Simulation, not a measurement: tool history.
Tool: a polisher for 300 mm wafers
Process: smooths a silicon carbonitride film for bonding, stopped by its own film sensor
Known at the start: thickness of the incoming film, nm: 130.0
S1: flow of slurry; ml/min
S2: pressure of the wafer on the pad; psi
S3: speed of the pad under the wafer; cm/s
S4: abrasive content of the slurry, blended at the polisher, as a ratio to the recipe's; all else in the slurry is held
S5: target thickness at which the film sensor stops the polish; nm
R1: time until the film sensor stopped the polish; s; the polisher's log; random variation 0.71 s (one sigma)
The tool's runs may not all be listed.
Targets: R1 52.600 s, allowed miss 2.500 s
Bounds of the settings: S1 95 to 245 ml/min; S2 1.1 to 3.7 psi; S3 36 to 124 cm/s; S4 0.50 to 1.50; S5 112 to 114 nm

run,hour,S1,S2,S3,S4,S5,R1
1,0.0,155,2.4,80,1.00,112,79.518
2,5.7,155,2.6,80,1.00,112,75.607
3,10.3,155,2.8,80,1.00,112,70.780
4,16.0,155,2.8,80,1.10,112,69.130
5,17.1,155,2.9,80,1.10,112,65.830
6,20.3,155,2.9,88,1.10,112,64.204
7,24.2,155,3.0,88,1.10,112,59.942
8,25.6,155,3.1,88,1.10,112,59.751
9,27.8,155,3.2,88,1.10,112,56.950
10,32.8,160,3.3,88,1.10,112,55.585

Which of these 5 next moves meets every target?
A,37.8,155,3.6,86,1.10,112,?
B,37.8,160,3.1,72,1.15,112,?
C,37.8,170,3.0,82,1.20,113,?
D,37.8,150,3.4,84,1.05,112,?
E,37.8,145,3.3,82,1.00,113,?

move,R1
A,51.650
B,65.037
C,56.851
D,56.525
E,57.059
A: meets every target
B: further off than the last run
C: further off than the last run
D: further off than the last run
E: further off than the last run
Move A is the one to make.
